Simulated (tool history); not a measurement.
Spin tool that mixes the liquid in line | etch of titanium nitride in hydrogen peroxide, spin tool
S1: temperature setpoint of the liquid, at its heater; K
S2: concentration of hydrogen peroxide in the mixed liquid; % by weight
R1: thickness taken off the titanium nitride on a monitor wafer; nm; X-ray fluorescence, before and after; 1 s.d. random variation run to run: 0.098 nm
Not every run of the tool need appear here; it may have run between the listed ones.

Run 1, hour 0.0: S1 322.15 K, S2 20.5 % by weight, time under the liquid (s) 270. Result: R1 20.164 nm.
Run 2, hour 8.1: S1 320.15 K, S2 20.5 % by weight, time under the liquid (s) 270. Result: R1 17.388 nm.
Run 3, hour 9.1: S1 320.15 K, S2 20.5 % by weight, time under the liquid (s) 270. Result: R1 17.446 nm.
Run 4, hour 18.1: S1 320.15 K, S2 20.5 % by weight, time under the liquid (s) 290. Result: R1 18.856 nm.
Run 5, hour 20.2: S1 320.15 K, S2 24.5 % by weight, time under the liquid (s) 290. Result: R1 19.535 nm.
Run 6, hour 28.0: S1 318.15 K, S2 24.5 % by weight, time under the liquid (s) 290. Result: R1 16.950 nm.

Run 7 has not been measured yet. What should we expect?
Run 7, hour 36.3: S1 316.65 K, S2 24.5 % by weight, time under the liquid (s) 290. Result: R1 ?.

Run 7 yielded R1 15.062 nm.
